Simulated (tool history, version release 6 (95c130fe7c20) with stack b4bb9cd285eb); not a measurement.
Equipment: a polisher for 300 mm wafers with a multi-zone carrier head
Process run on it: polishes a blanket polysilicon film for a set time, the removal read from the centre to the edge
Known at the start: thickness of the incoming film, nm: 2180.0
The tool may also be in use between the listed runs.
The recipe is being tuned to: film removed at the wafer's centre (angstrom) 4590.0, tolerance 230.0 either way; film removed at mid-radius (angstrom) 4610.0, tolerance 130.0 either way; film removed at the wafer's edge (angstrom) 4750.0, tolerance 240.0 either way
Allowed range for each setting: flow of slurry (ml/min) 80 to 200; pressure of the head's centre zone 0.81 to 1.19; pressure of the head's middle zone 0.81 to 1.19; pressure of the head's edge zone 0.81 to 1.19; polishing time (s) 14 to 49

run,hour,flow of slurry (ml/min),pressure of the head's centre zone,pressure of the head's middle zone,pressure of the head's edge zone,polishing time (s),film removed at the wafer's centre (angstrom),film removed at mid-radius (angstrom),film removed at the wafer's edge (angstrom)
1,0.0,130,1.00,1.00,1.00,31,3547.2,3642.9,3644.4
2,2.7,130,1.00,1.00,1.08,31,3524.8,3587.4,3718.8
3,10.0,110,1.00,1.00,1.08,31,3415.7,3412.9,3581.7
4,14.3,130,1.01,1.01,1.10,32,3708.3,3750.6,3912.2
5,18.5,130,1.01,1.04,1.10,32,3714.2,3757.5,3812.9
6,22.6,130,1.01,1.04,1.10,37,4277.9,4410.9,4486.9
7,30.5,135,1.02,1.04,1.11,37,4364.4,4424.7,4720.2
8,36.6,135,1.02,1.04,1.11,37,4379.4,4400.6,4568.1
9,40.8,140,1.02,1.04,1.11,37,4308.7,4513.1,4638.0
10,46.4,140,1.04,1.04,1.11,37,4560.6,4472.9,4637.1

Of the 5 settings listed for the next run, only one would bring every result within its allowed miss of target. Which one?
A,52.0,155,1.07,1.07,1.05,39,?,?,?
B,52.0,170,1.19,1.09,0.94,37,?,?,?
C,52.0,145,1.06,0.99,1.12,37,?,?,?
D,52.0,125,1.06,1.05,1.12,39,?,?,?
E,52.0,120,1.12,1.02,1.07,37,?,?,?

move,film removed at the wafer's centre (angstrom),film removed at mid-radius (angstrom),film removed at the wafer's edge (angstrom)
A,4819.8,4941.6,4771.8
B,5189.2,4836.7,4370.4
C,4458.4,4355.7,4619.7
D,4522.3,4642.0,4749.2
E,4480.4,4260.5,4382.9
A: moves the result that the last run missed by most past its target, out the other side
B: moves the result that the last run missed by most past its target, out the other side
C: its largest miss is bigger than the last run's
D: every result lands within tolerance
E: its largest miss is bigger than the last run's
The move that meets every target is D.
